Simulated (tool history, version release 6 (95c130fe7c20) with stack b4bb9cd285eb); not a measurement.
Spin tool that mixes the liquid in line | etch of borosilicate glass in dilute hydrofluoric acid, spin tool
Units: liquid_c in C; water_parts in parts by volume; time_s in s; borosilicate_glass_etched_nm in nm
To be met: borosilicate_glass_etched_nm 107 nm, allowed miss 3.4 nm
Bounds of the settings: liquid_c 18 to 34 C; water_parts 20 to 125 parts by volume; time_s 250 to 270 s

run 1 day=0 | liquid_c=26 water_parts=70 time_s=250 | borosilicate_glass_etched_nm=72.423
run 2 day=0.183 | liquid_c=27 water_parts=70 time_s=250 | borosilicate_glass_etched_nm=75.223
run 3 day=0.458 | liquid_c=28 water_parts=70 time_s=250 | borosilicate_glass_etched_nm=79.203
run 4 day=0.829 | liquid_c=25 water_parts=70 time_s=250 | borosilicate_glass_etched_nm=68.33
run 5 day=0.875 | liquid_c=26.5 water_parts=70 time_s=250 | borosilicate_glass_etched_nm=73.357
run 6 day=1.067 | liquid_c=27.5 water_parts=70 time_s=250 | borosilicate_glass_etched_nm=76.742
run 7 day=1.35 | liquid_c=28.5 water_parts=70 time_s=250 | borosilicate_glass_etched_nm=80.42
run 8 day=1.538 | liquid_c=29.5 water_parts=70 time_s=250 | borosilicate_glass_etched_nm=83.324

5 next moves are on the table. One of them brings every result within its allowed miss. Which?
run A day=1.725 | liquid_c=31 water_parts=90 time_s=250 | borosilicate_glass_etched_nm=?
run B day=1.725 | liquid_c=28 water_parts=75 time_s=250 | borosilicate_glass_etched_nm=?
run C day=1.725 | liquid_c=27.5 water_parts=60 time_s=255 | borosilicate_glass_etched_nm=?
run D day=1.725 | liquid_c=29.5 water_parts=55 time_s=270 | borosilicate_glass_etched_nm=?
run E day=1.725 | liquid_c=25 water_parts=50 time_s=270 | borosilicate_glass_etched_nm=?

move=A borosilicate_glass_etched_nm=66.092
move=B borosilicate_glass_etched_nm=72.131
move=C borosilicate_glass_etched_nm=91.993
move=D borosilicate_glass_etched_nm=115.8
move=E borosilicate_glass_etched_nm=107.06
A: further off than the last run
B: further off than the last run
C: nearer than the last run, and not there yet
D: takes the result that was furthest off past its target
E: meets every target
Answer: E

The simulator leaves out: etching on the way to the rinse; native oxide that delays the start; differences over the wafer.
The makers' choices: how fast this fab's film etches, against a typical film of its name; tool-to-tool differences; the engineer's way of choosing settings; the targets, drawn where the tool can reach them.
